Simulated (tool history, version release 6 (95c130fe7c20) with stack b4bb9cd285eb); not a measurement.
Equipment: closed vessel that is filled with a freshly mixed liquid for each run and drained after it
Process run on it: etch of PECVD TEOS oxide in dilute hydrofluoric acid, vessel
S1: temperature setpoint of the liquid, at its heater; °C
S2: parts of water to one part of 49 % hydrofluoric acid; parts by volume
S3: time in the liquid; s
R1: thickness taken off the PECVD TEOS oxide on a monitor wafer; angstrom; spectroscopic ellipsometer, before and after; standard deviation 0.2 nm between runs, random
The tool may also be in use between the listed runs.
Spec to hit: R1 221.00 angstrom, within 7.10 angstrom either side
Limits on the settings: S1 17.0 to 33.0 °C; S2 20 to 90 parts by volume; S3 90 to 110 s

run	day	S1	S2	S3	R1
1	0.000	25.0	50	110	255.70
2	0.192	25.0	50	110	252.54
3	0.371	24.5	50	110	255.13
4	0.662	24.5	30	110	426.34
5	0.717	22.5	30	110	394.23
6	1.029	21.5	35	110	322.51
7	1.225	17.5	40	110	235.66
8	1.471	17.0	40	110	228.72

Which of these 4 next moves meets every target?
A	1.717	17.0	40	105	?
B	1.717	19.0	35	95	?
C	1.717	17.0	35	100	?
D	1.717	20.0	35	90	?

move	R1
A	219.74
B	249.30
C	240.51
D	246.58
A: every result within its allowed miss
B: misses by more than the last run did
C: misses by more than the last run did
D: misses by more than the last run did
Correct choice: A, which meets every target
